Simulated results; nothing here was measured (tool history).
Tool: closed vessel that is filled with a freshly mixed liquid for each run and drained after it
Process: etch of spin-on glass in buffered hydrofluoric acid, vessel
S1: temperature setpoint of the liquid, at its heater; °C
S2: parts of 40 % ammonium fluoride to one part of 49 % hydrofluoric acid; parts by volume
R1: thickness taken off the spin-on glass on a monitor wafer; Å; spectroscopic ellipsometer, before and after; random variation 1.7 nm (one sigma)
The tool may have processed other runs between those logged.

Run 1, hour 0: S1 22 °C, S2 23.5 parts by volume, time in the liquid (s) 100. Result: R1 799.8 Å.
Run 2, hour 2.1: S1 19 °C, S2 23.5 parts by volume, time in the liquid (s) 100. Result: R1 688.97 Å.
Run 3, hour 5.4: S1 22 °C, S2 19.5 parts by volume, time in the liquid (s) 100. Result: R1 921.7 Å.
Run 4, hour 9.7: S1 22 °C, S2 19.5 parts by volume, time in the liquid (s) 105. Result: R1 963.69 Å.
Run 5, hour 14.3: S1 24 °C, S2 17.5 parts by volume, time in the liquid (s) 105. Result: R1 1195.1 Å.
Run 6, hour 15.4: S1 24 °C, S2 24 parts by volume, time in the liquid (s) 105. Result: R1 930.43 Å.
Run 7, hour 16.9: S1 25.5 °C, S2 21 parts by volume, time in the liquid (s) 105. Result: R1 1118.9 Å.
Run 8, hour 18.9: S1 29.5 °C, S2 13.5 parts by volume, time in the liquid (s) 105. Result: R1 2053.9 Å.

The next listed run, before its measurement:
Run 9, hour 26.1: S1 29 °C, S2 13.5 parts by volume, time in the liquid (s) 105. Result: R1 ?.

Run 9 measured R1 2002.7 Å.
